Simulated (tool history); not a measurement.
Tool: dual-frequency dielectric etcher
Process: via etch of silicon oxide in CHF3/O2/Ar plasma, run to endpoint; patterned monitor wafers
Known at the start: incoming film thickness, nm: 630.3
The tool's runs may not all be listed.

run 1 hour=0 | source_power_(W)=660 bias_power_(W)=215 | endpoint_time_(s)=334.63
run 2 hour=2.4 | source_power_(W)=560 bias_power_(W)=215 | endpoint_time_(s)=363.74
run 3 hour=7 | source_power_(W)=600 bias_power_(W)=217 | endpoint_time_(s)=348.84
run 4 hour=8.2 | source_power_(W)=500 bias_power_(W)=217 | endpoint_time_(s)=387.98
run 5 hour=9.5 | source_power_(W)=500 bias_power_(W)=240 | endpoint_time_(s)=372.02
run 6 hour=13.8 | source_power_(W)=410 bias_power_(W)=240 | endpoint_time_(s)=423.28

Run 7 comes next. What will it give?
run 7 hour=17.7 | source_power_(W)=460 bias_power_(W)=242 | endpoint_time_(s)=?

{"run 7": {"endpoint time (s)": 391.39}}
